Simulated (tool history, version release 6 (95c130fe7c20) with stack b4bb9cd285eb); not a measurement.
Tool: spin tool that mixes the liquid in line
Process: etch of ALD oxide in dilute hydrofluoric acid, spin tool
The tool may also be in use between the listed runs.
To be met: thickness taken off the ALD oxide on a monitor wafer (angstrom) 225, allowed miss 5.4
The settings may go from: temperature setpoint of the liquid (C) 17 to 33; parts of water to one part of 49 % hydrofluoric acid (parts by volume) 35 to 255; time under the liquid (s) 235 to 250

run,hour,temperature setpoint of the liquid (C),parts of water to one part of 49 % hydrofluoric acid (parts by volume),time under the liquid (s),thickness taken off the ALD oxide on a monitor wafer (angstrom)
1,0,25,145,235,324.85
2,7.2,27.5,145,235,355.71
3,14.6,26,145,235,336.87
4,19.4,24.5,145,235,316.14
5,24.1,24.5,180,235,244.34
6,29.2,24.5,180,250,263.29
7,30.7,24.5,180,250,258.78
8,32.6,24,180,250,255.4
9,36.5,23.5,180,250,251.73

Which of these 4 next moves meets every target?
A,40.4,22,170,235,?
B,40.4,19,130,250,?
C,40.4,21,165,235,?
D,40.4,22,185,245,?

move,thickness taken off the ALD oxide on a monitor wafer (angstrom)
A,237.4
B,305.89
C,236.54
D,223.86
A: nearer than the last run, and not there yet
B: further off than the last run
C: nearer than the last run, and not there yet
D: meets every target
Answer: D
